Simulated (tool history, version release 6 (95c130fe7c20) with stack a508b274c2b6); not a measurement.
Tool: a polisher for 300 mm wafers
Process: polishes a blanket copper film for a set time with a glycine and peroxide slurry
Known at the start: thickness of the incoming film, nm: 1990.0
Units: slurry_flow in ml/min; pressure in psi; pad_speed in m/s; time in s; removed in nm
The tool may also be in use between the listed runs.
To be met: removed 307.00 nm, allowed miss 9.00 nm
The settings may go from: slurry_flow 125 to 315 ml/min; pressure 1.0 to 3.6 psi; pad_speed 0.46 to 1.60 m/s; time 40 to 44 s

| run | hour | slurry_flow | pressure | pad_speed | time | removed |
|---|---|---|---|---|---|---|
| 1 | 0.0 | 205 | 2.3 | 1.02 | 44 | 181.81 |
| 2 | 8.2 | 175 | 2.3 | 1.02 | 44 | 176.20 |
| 3 | 17.0 | 175 | 2.3 | 1.02 | 44 | 176.83 |
| 4 | 23.9 | 190 | 2.7 | 1.04 | 44 | 206.72 |
| 5 | 28.0 | 190 | 2.7 | 1.04 | 40 | 187.50 |
| 6 | 31.6 | 190 | 2.7 | 0.84 | 40 | 156.14 |
| 7 | 33.7 | 215 | 3.3 | 1.12 | 41 | 243.73 |
| 8 | 36.5 | 215 | 3.4 | 1.16 | 41 | 260.35 |
| 9 | 44.3 | 215 | 3.5 | 1.20 | 41 | 272.13 |
| 10 | 46.2 | 220 | 3.5 | 1.22 | 41 | 275.39 |
| 11 | 50.0 | 220 | 3.5 | 1.24 | 41 | 281.32 |
| 12 | 53.3 | 220 | 3.5 | 1.26 | 41 | 286.11 |
| 13 | 57.0 | 220 | 3.5 | 1.26 | 41 | 283.07 |
| 14 | 65.7 | 220 | 3.5 | 1.28 | 41 | 287.39 |

Which of these 5 next moves meets every target?
| A | 74.4 | 205 | 3.6 | 1.12 | 41 | ? |
| B | 74.4 | 220 | 3.6 | 1.12 | 43 | ? |
| C | 74.4 | 160 | 3.2 | 1.26 | 42 | ? |
| D | 74.4 | 165 | 3.5 | 1.32 | 44 | ? |
| E | 74.4 | 230 | 3.5 | 1.16 | 40 | ? |

| move | removed |
|---|---|
| A | 263.69 |
| B | 278.78 |
| C | 261.76 |
| D | 310.39 |
| E | 262.16 |
A: further off than the last run
B: further off than the last run
C: further off than the last run
D: meets every target
E: further off than the last run
Answer: D
